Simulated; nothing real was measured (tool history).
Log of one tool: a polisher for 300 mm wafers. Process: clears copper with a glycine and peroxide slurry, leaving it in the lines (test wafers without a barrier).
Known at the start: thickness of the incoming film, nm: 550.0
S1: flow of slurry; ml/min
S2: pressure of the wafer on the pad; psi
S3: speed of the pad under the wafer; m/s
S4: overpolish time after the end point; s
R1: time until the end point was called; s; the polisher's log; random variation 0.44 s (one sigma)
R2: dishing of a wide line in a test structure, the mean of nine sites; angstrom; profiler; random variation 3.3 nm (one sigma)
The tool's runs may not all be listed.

Run 1, day 0.000: S1 220 ml/min, S2 2.8 psi, S3 1.30 m/s, S4 26 s. Result: R1 76.550 s, R2 905.21 angstrom.
Run 2, day 0.300: S1 220 ml/min, S2 3.1 psi, S3 1.30 m/s, S4 26 s. Result: R1 68.227 s, R2 963.62 angstrom.
Run 3, day 0.342: S1 220 ml/min, S2 3.1 psi, S3 1.30 m/s, S4 33 s. Result: R1 68.772 s, R2 1097.20 angstrom.
Run 4, day 0.588: S1 220 ml/min, S2 3.1 psi, S3 1.44 m/s, S4 33 s. Result: R1 62.348 s, R2 1120.00 angstrom.
Run 5, day 0.762: S1 220 ml/min, S2 3.1 psi, S3 1.44 m/s, S4 26 s. Result: R1 63.509 s, R2 999.11 angstrom.
Run 6, day 0.946: S1 220 ml/min, S2 3.3 psi, S3 1.44 m/s, S4 27 s. Result: R1 60.796 s, R2 1074.90 angstrom.
Run 7, day 1.100: S1 220 ml/min, S2 3.5 psi, S3 1.46 m/s, S4 26 s. Result: R1 56.613 s, R2 1142.50 angstrom.
Run 8, day 1.192: S1 220 ml/min, S2 3.7 psi, S3 1.46 m/s, S4 25 s. Result: R1 53.511 s, R2 1156.90 angstrom.
Run 9, day 1.471: S1 220 ml/min, S2 3.8 psi, S3 1.46 m/s, S4 25 s. Result: R1 52.295 s, R2 1082.50 angstrom.
Run 10, day 1.621: S1 220 ml/min, S2 3.9 psi, S3 1.46 m/s, S4 26 s. Result: R1 51.364 s, R2 1176.00 angstrom.

The next listed run, before its measurement:
Run 11, day 1.679: S1 220 ml/min, S2 4.0 psi, S3 1.46 m/s, S4 26 s. Result: R1 ?, R2 ?.

Run 11 gave R1 50.891 s, R2 1212.90 angstrom.
